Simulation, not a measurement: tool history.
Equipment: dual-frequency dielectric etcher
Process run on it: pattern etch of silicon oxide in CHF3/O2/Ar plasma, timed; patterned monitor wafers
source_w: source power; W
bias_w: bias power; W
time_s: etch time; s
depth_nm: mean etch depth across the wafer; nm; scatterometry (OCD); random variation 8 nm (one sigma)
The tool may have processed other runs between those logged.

{"run": 1, "day": 0.0, "source_w": 690, "bias_w": 157, "time_s": 624, "depth_nm": 1296.4}
{"run": 2, "day": 0.204, "source_w": 690, "bias_w": 138, "time_s": 624, "depth_nm": 1226.4}
{"run": 3, "day": 0.412, "source_w": 690, "bias_w": 165, "time_s": 624, "depth_nm": 1308}
{"run": 4, "day": 0.571, "source_w": 690, "bias_w": 165, "time_s": 624, "depth_nm": 1322}
{"run": 5, "day": 0.638, "source_w": 730, "bias_w": 168, "time_s": 624.5, "depth_nm": 1345.5}
{"run": 6, "day": 1.004, "source_w": 840, "bias_w": 168, "time_s": 624.5, "depth_nm": 1399.3}
{"run": 7, "day": 1.25, "source_w": 850, "bias_w": 172, "time_s": 626, "depth_nm": 1420.9}

Run 8 comes next. What will it give?
{"day": 1.579, "done": "source power generator calibrated"}
{"run": 8, "day": 1.579, "source_w": 860, "bias_w": 175, "time_s": 627.5, "depth_nm": "?"}

depth_nm: 1463.9 nm

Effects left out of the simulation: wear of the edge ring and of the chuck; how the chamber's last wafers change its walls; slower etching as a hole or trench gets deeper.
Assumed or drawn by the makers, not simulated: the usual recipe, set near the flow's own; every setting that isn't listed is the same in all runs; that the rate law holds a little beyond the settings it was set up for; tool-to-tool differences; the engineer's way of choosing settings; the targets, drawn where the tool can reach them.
